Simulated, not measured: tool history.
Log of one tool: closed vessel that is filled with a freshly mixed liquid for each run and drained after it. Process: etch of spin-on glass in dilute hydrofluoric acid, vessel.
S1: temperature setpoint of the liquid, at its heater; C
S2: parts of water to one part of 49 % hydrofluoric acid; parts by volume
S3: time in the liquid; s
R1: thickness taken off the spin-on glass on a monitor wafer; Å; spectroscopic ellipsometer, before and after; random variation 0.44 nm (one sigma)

{"run": 1, "hour": 0.0, "S1": 20.0, "S2": 85, "S3": 100, "R1": 490.87}
{"run": 2, "hour": 6.8, "S1": 21.5, "S2": 80, "S3": 100, "R1": 553.34}
{"run": 3, "hour": 9.0, "S1": 24.0, "S2": 80, "S3": 100, "R1": 616.04}
{"run": 4, "hour": 13.0, "S1": 25.0, "S2": 75, "S3": 100, "R1": 688.57}
{"run": 5, "hour": 13.8, "S1": 25.0, "S2": 50, "S3": 100, "R1": 1066.6}
{"run": 6, "hour": 19.7, "S1": 24.5, "S2": 50, "S3": 100, "R1": 1045.7}
{"run": 7, "hour": 26.1, "S1": 24.5, "S2": 50, "S3": 100, "R1": 1051.4}
{"run": 8, "hour": 29.8, "S1": 24.0, "S2": 50, "S3": 100, "R1": 1029.4}

Run 9 comes next. What will it give?
{"run": 9, "hour": 33.6, "S1": 23.5, "S2": 50, "S3": 100, "R1": "?"}

{"run 9": {"R1": 1010.2}}

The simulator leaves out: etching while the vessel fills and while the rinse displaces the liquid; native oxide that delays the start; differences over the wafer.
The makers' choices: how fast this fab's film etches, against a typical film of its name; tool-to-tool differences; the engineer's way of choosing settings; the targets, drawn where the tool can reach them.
